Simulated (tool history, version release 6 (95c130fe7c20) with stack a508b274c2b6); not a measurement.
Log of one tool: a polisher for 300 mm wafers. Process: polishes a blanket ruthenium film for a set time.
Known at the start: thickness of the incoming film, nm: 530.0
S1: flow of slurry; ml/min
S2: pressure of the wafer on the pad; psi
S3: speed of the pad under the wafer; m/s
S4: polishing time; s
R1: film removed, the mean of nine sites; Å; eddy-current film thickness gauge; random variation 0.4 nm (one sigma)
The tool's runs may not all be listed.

Run 1, hour 0.0: S1 205 ml/min, S2 1.5 psi, S3 1.16 m/s, S4 54 s. Result: R1 617.40 Å.
Run 2, hour 7.4: S1 205 ml/min, S2 1.5 psi, S3 1.28 m/s, S4 54 s. Result: R1 668.57 Å.
Run 3, hour 11.1: S1 205 ml/min, S2 1.5 psi, S3 1.28 m/s, S4 49 s. Result: R1 606.00 Å.
Run 4, hour 13.4: S1 205 ml/min, S2 1.5 psi, S3 1.08 m/s, S4 49 s. Result: R1 515.67 Å.
Run 5, hour 19.0: S1 240 ml/min, S2 1.5 psi, S3 1.08 m/s, S4 49 s. Result: R1 530.72 Å.
Run 6, hour 19.9: S1 240 ml/min, S2 1.4 psi, S3 1.08 m/s, S4 49 s. Result: R1 506.45 Å.
At hour 27.0: head pressure recalibrated.
Run 7, hour 27.0: S1 235 ml/min, S2 1.3 psi, S3 1.08 m/s, S4 49 s. Result: R1 445.17 Å.
Run 8, hour 32.9: S1 235 ml/min, S2 1.3 psi, S3 1.08 m/s, S4 49 s. Result: R1 439.33 Å.
Run 9, hour 40.6: S1 230 ml/min, S2 1.3 psi, S3 1.08 m/s, S4 49 s. Result: R1 443.48 Å.
Run 10, hour 44.2: S1 225 ml/min, S2 1.3 psi, S3 1.08 m/s, S4 49 s. Result: R1 445.01 Å.

Forecast run 11:
Run 11, hour 47.5: S1 220 ml/min, S2 1.2 psi, S3 1.08 m/s, S4 49 s. Result: R1 ?.

Run 11 gave R1 418.94 Å.
